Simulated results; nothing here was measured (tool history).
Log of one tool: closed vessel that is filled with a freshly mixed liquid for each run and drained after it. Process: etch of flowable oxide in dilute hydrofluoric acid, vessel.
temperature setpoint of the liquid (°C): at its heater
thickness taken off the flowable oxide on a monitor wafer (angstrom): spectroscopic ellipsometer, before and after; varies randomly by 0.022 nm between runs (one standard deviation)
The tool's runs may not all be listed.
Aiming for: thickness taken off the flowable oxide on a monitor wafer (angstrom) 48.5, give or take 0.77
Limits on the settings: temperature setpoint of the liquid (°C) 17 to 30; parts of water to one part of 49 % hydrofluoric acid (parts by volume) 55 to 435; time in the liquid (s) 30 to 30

run	hour	temperature setpoint of the liquid (°C)	parts of water to one part of 49 % hydrofluoric acid (parts by volume)	time in the liquid (s)	thickness taken off the flowable oxide on a monitor wafer (angstrom)
1	0	22	245	30	29.813
2	4.7	22	245	30	29.856
3	7.2	23.5	240	30	32.154
4	8.4	24.5	235	30	34.138
5	14.6	27	235	30	37.7
6	16.3	25	235	30	34.868
7	24.8	26	230	30	37.375
8	26.8	26.5	225	30	38.598
9	32.2	27	220	30	40.564
10	33.8	27.5	220	30	41.417
11	38.9	28	220	30	42.083
12	41.4	28.5	220	30	42.949
13	48.8	28.5	220	30	42.891
14	56.4	29.5	210	30	46.753

Which one of the following 4 next-run settings gets every result inside its allowed miss? There is exactly one.
A	64	29	210	30	?
B	64	30	220	30	?
C	64	29.5	220	30	?
D	64	28.5	200	30	?

move	thickness taken off the flowable oxide on a monitor wafer (angstrom)
A	46.124
B	45.027
C	44.264
D	48.16
A: lands further from the targets than the last run did
B: lands further from the targets than the last run did
C: lands further from the targets than the last run did
D: hits every target within its allowed miss
Answer: D
